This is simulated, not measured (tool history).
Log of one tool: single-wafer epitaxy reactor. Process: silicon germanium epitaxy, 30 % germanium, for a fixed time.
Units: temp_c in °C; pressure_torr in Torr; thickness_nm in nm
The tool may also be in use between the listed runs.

{"run": 1, "hour": 0.0, "temp_c": 580, "pressure_torr": 17.7, "thickness_nm": 43.869}
{"run": 2, "hour": 5.1, "temp_c": 577, "pressure_torr": 17.6, "thickness_nm": 41.25}
{"run": 3, "hour": 9.8, "temp_c": 575, "pressure_torr": 17.6, "thickness_nm": 39.221}
{"run": 4, "hour": 11.8, "temp_c": 574, "pressure_torr": 17.6, "thickness_nm": 38.659}
{"run": 5, "hour": 13.9, "temp_c": 574, "pressure_torr": 20.8, "thickness_nm": 42.492}
{"run": 6, "hour": 15.7, "temp_c": 574, "pressure_torr": 23.1, "thickness_nm": 45.041}
{"run": 7, "hour": 24.3, "temp_c": 571, "pressure_torr": 23.1, "thickness_nm": 42.362}
{"run": 8, "hour": 28.8, "temp_c": 568, "pressure_torr": 23.1, "thickness_nm": 39.72}

The next listed run, before its measurement:
{"run": 9, "hour": 32.0, "temp_c": 566, "pressure_torr": 23.1, "thickness_nm": "?"}

{"run 9": {"thickness_nm": 37.931}}
